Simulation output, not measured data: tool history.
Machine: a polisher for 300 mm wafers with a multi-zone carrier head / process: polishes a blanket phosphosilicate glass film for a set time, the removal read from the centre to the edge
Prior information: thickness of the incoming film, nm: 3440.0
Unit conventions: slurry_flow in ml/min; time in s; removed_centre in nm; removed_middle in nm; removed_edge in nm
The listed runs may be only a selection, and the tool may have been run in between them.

run 1 hour=0.0 | slurry_flow=160 centre_zone=1.00 middle_zone=1.00 edge_zone=1.00 slurry_solids=1.00 time=40 | removed_centre=286.06 removed_middle=293.97 removed_edge=290.11
run 2 hour=2.9 | slurry_flow=150 centre_zone=0.99 middle_zone=0.96 edge_zone=0.97 slurry_solids=0.95 time=40 | removed_centre=272.16 removed_middle=275.70 removed_edge=273.43
run 3 hour=4.3 | slurry_flow=150 centre_zone=0.99 middle_zone=0.96 edge_zone=0.93 slurry_solids=0.95 time=40 | removed_centre=275.74 removed_middle=276.30 removed_edge=272.68
run 4 hour=12.3 | slurry_flow=150 centre_zone=1.07 middle_zone=0.96 edge_zone=0.93 slurry_solids=0.95 time=40 | removed_centre=296.23 removed_middle=278.06 removed_edge=276.94
run 5 hour=18.0 | slurry_flow=150 centre_zone=1.07 middle_zone=0.96 edge_zone=0.93 slurry_solids=1.05 time=40 | removed_centre=304.90 removed_middle=292.04 removed_edge=288.53
run 6 hour=22.0 | slurry_flow=150 centre_zone=1.07 middle_zone=0.96 edge_zone=0.98 slurry_solids=1.05 time=40 | removed_centre=313.00 removed_middle=290.81 removed_edge=293.04
run 7 hour=28.5 | slurry_flow=145 centre_zone=1.05 middle_zone=0.93 edge_zone=0.97 slurry_solids=1.00 time=40 | removed_centre=295.69 removed_middle=273.30 removed_edge=283.97
run 8 hour=34.0 | slurry_flow=140 centre_zone=1.03 middle_zone=0.91 edge_zone=0.95 slurry_solids=0.95 time=40 | removed_centre=282.04 removed_middle=259.36 removed_edge=277.73
run 9 hour=42.3 | slurry_flow=140 centre_zone=1.03 middle_zone=0.91 edge_zone=0.95 slurry_solids=0.95 time=40 | removed_centre=280.85 removed_middle=260.15 removed_edge=285.20
run 10 hour=45.7 | slurry_flow=145 centre_zone=1.03 middle_zone=0.91 edge_zone=0.94 slurry_solids=0.90 time=40 | removed_centre=270.49 removed_middle=252.98 removed_edge=268.74
run 11 hour=47.9 | slurry_flow=150 centre_zone=1.03 middle_zone=0.90 edge_zone=0.92 slurry_solids=0.90 time=40 | removed_centre=276.15 removed_middle=253.49 removed_edge=272.44
run 12 hour=49.7 | slurry_flow=105 centre_zone=1.02 middle_zone=0.87 edge_zone=0.88 slurry_solids=0.75 time=40 | removed_centre=227.52 removed_middle=206.23 removed_edge=226.37

Run 13 comes next. What will it give?
run 13 hour=56.1 | slurry_flow=115 centre_zone=1.02 middle_zone=0.87 edge_zone=0.89 slurry_solids=0.75 time=40 | removed_centre=? removed_middle=? removed_edge=?

removed_centre: 236.57 nm
removed_middle: 213.09 nm
removed_edge: 228.46 nm
